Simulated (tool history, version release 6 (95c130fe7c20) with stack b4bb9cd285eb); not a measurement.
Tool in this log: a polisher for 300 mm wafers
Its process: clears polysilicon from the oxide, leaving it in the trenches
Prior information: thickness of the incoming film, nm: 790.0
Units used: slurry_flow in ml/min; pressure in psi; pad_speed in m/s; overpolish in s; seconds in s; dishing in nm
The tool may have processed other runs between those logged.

Run 1, hour 0: slurry_flow 315 ml/min, pressure 2 psi, pad_speed 0.88 m/s, overpolish 15 s. Result: seconds 84.182 s, dishing 41.108 nm.
Run 2, hour 6.6: slurry_flow 315 ml/min, pressure 1.8 psi, pad_speed 0.84 m/s, overpolish 16 s. Result: seconds 97.69 s, dishing 39.639 nm.
Run 3, hour 15.1: slurry_flow 315 ml/min, pressure 1.6 psi, pad_speed 0.82 m/s, overpolish 18 s. Result: seconds 110.29 s, dishing 39.427 nm.
Run 4, hour 18.5: slurry_flow 315 ml/min, pressure 1.1 psi, pad_speed 0.82 m/s, overpolish 18 s. Result: seconds 148.54 s, dishing 35.621 nm.
Run 5, hour 24.6: slurry_flow 375 ml/min, pressure 1.1 psi, pad_speed 0.82 m/s, overpolish 18 s. Result: seconds 147.71 s, dishing 36.29 nm.
Run 6, hour 32.1: slurry_flow 375 ml/min, pressure 1.1 psi, pad_speed 0.82 m/s, overpolish 23 s. Result: seconds 149.44 s, dishing 39.399 nm.
Run 7, hour 40.1: slurry_flow 375 ml/min, pressure 1.1 psi, pad_speed 0.8 m/s, overpolish 24 s. Result: seconds 153.83 s, dishing 39.35 nm.
Run 8, hour 43: slurry_flow 375 ml/min, pressure 1.1 psi, pad_speed 0.8 m/s, overpolish 24 s. Result: seconds 150.01 s, dishing 40.009 nm.

What does the tool deliver on the next run?
Run 9, hour 47.5: slurry_flow 370 ml/min, pressure 0.9 psi, pad_speed 0.72 m/s, overpolish 25 s. Result: seconds ?, dishing ?.

seconds: 196.15 s
dishing: 37.292 nm
